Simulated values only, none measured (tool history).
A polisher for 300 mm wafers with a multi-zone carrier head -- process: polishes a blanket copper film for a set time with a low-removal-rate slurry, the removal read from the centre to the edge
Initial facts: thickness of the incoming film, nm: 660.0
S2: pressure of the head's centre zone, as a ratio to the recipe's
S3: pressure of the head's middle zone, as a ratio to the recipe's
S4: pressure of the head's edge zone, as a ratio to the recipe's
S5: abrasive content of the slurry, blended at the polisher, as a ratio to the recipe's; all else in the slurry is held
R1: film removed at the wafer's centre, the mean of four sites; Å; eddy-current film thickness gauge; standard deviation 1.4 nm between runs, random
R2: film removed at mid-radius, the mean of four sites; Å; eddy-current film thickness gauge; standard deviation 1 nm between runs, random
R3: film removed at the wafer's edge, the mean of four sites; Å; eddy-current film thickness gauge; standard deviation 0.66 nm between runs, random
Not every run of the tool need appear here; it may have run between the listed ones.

Run 1, hour 0.0: flow of slurry (ml/min) 265, S2 1.00, S3 1.00, S4 1.00, S5 1.00, polishing time (s) 56. Result: R1 1746.9 Å, R2 1697.7 Å, R3 1769.3 Å.
Run 2, hour 1.5: flow of slurry (ml/min) 265, S2 1.00, S3 1.00, S4 0.96, S5 0.90, polishing time (s) 51. Result: R1 1554.3 Å, R2 1527.5 Å, R3 1539.6 Å.
Run 3, hour 2.7: flow of slurry (ml/min) 230, S2 1.00, S3 1.00, S4 0.96, S5 0.90, polishing time (s) 51. Result: R1 1548.2 Å, R2 1511.0 Å, R3 1522.3 Å.
Run 4, hour 11.0: flow of slurry (ml/min) 225, S2 1.00, S3 0.99, S4 0.93, S5 0.80, polishing time (s) 48. Result: R1 1376.1 Å, R2 1373.3 Å, R3 1382.1 Å.
Run 5, hour 14.3: flow of slurry (ml/min) 225, S2 1.02, S3 0.99, S4 0.90, S5 0.75, polishing time (s) 45. Result: R1 1312.6 Å, R2 1289.3 Å, R3 1259.8 Å.
Run 6, hour 19.2: flow of slurry (ml/min) 225, S2 1.03, S3 0.98, S4 0.88, S5 0.70, polishing time (s) 44. Result: R1 1290.2 Å, R2 1233.5 Å, R3 1212.2 Å.
Run 7, hour 24.3: flow of slurry (ml/min) 220, S2 1.03, S3 0.98, S4 0.86, S5 0.65, polishing time (s) 43. Result: R1 1223.0 Å, R2 1157.0 Å, R3 1147.3 Å.
Run 8, hour 27.1: flow of slurry (ml/min) 215, S2 1.03, S3 0.99, S4 0.85, S5 0.60, polishing time (s) 42. Result: R1 1216.3 Å, R2 1153.8 Å, R3 1087.5 Å.
Run 9, hour 33.2: flow of slurry (ml/min) 195, S2 0.96, S3 0.94, S4 0.81, S5 0.50, polishing time (s) 41. Result: R1 1049.0 Å, R2 998.5 Å, R3 1000.3 Å.
Run 10, hour 35.8: flow of slurry (ml/min) 205, S2 0.97, S3 0.95, S4 0.81, S5 0.50, polishing time (s) 41. Result: R1 1019.5 Å, R2 1021.7 Å, R3 1015.4 Å.

Predict the results of run 11:
Run 11, hour 43.0: flow of slurry (ml/min) 205, S2 0.99, S3 0.96, S4 0.81, S5 0.50, polishing time (s) 41. Result: R1 ?, R2 ?, R3 ?.

{"run 11": {"R1": 1087.3, "R2": 1039.3, "R3": 1022.2}}

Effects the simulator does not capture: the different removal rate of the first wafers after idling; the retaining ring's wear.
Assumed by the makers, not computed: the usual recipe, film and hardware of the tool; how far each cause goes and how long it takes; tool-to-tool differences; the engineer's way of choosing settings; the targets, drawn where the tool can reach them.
